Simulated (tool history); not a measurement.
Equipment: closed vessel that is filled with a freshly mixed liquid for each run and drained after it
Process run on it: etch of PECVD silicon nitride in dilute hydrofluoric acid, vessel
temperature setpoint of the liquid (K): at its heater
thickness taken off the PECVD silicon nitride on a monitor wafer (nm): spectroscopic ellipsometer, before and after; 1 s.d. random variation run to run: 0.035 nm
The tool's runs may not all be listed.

run	hour	temperature setpoint of the liquid (K)	parts of water to one part of 49 % hydrofluoric acid (parts by volume)	time in the liquid (s)	thickness taken off the PECVD silicon nitride on a monitor wafer (nm)
1	0	298.15	130	360	11.42
2	6.3	299.65	130	360	12.646
3	11	299.65	160	360	10.285
4	18.1	299.65	135	360	12.1
5	20.8	299.65	165	360	9.9788
6	24.7	299.65	165	250	6.9128

Forecast run 7:
7	27.6	298.65	165	250	?

thickness taken off the PECVD silicon nitride on a monitor wafer (nm): 6.4672
